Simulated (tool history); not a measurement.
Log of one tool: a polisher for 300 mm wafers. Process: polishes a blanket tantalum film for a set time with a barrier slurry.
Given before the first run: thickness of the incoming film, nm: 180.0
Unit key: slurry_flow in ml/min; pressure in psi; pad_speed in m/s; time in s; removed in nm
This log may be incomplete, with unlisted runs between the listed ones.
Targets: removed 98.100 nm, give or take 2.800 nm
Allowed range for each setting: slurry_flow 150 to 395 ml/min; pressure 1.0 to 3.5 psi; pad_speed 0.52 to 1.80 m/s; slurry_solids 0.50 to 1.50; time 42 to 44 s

{"run": 1, "hour": 0.0, "slurry_flow": 250, "pressure": 2.2, "pad_speed": 1.16, "slurry_solids": 1.0, "time": 42, "removed": 72.1}
{"run": 2, "hour": 0.6, "slurry_flow": 255, "pressure": 2.3, "pad_speed": 1.16, "slurry_solids": 1.0, "time": 42, "removed": 73.593}
{"run": 3, "hour": 4.7, "slurry_flow": 255, "pressure": 2.5, "pad_speed": 1.16, "slurry_solids": 1.0, "time": 42, "removed": 79.16}
{"run": 4, "hour": 13.6, "slurry_flow": 255, "pressure": 2.6, "pad_speed": 1.16, "slurry_solids": 1.0, "time": 42, "removed": 83.876}
{"run": 5, "hour": 17.5, "slurry_flow": 255, "pressure": 2.7, "pad_speed": 1.16, "slurry_solids": 1.0, "time": 42, "removed": 84.573}
{"run": 6, "hour": 20.9, "slurry_flow": 255, "pressure": 2.8, "pad_speed": 1.16, "slurry_solids": 1.0, "time": 42, "removed": 88.162}
{"run": 7, "hour": 23.5, "slurry_flow": 255, "pressure": 2.9, "pad_speed": 1.16, "slurry_solids": 1.0, "time": 42, "removed": 89.64}
{"run": 8, "hour": 29.1, "slurry_flow": 260, "pressure": 3.0, "pad_speed": 1.16, "slurry_solids": 1.0, "time": 42, "removed": 92.787}

Exercise: of the 5 proposed moves below, exactly one satisfies all targets within the stated allowed misses. Which move is it?
{"run": "A", "hour": 34.7, "slurry_flow": 275, "pressure": 3.5, "pad_speed": 1.06, "slurry_solids": 1.0, "time": 43, "removed": "?"}
{"run": "B", "hour": 34.7, "slurry_flow": 230, "pressure": 2.9, "pad_speed": 1.16, "slurry_solids": 0.95, "time": 44, "removed": "?"}
{"run": "C", "hour": 34.7, "slurry_flow": 255, "pressure": 3.5, "pad_speed": 0.96, "slurry_solids": 0.95, "time": 44, "removed": "?"}
{"run": "D", "hour": 34.7, "slurry_flow": 290, "pressure": 3.0, "pad_speed": 0.98, "slurry_solids": 1.0, "time": 42, "removed": "?"}
{"run": "E", "hour": 34.7, "slurry_flow": 220, "pressure": 3.4, "pad_speed": 1.0, "slurry_solids": 1.0, "time": 42, "removed": "?"}

move=A removed=104.460
move=B removed=93.283
move=C removed=98.045
move=D removed=85.328
move=E removed=93.243
A: pushes the last run's worst result past its target
B: closes in on the targets versus the last run, not all within tolerance yet
C: all results land within tolerance of their targets
D: moves away from the targets compared with the last run
E: closes in on the targets versus the last run, not all within tolerance yet
Answer: C

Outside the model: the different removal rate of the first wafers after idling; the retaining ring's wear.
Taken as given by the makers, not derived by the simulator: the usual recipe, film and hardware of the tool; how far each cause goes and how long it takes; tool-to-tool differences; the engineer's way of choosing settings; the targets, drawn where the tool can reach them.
